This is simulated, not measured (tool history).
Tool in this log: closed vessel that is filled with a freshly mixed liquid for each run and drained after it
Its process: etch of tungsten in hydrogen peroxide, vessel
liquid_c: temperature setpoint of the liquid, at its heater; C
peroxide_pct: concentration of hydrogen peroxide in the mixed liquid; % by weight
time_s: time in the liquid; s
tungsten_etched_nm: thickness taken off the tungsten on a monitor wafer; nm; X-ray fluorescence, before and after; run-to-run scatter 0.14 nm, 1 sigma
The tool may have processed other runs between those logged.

run	hour	liquid_c	peroxide_pct	time_s	tungsten_etched_nm
1	0	54	20.5	30	47.785
2	9.1	54	20.5	30	47.479
3	14.3	57.5	20.5	30	58.739
4	23.2	54	20.5	30	47.708
5	28.8	54	20.5	30	47.53
6	33.8	51.5	20.5	30	41.27

What will run 7 give?
7	37.6	49.5	20.5	30	?

{"run 7": {"tungsten_etched_nm": 36.183}}
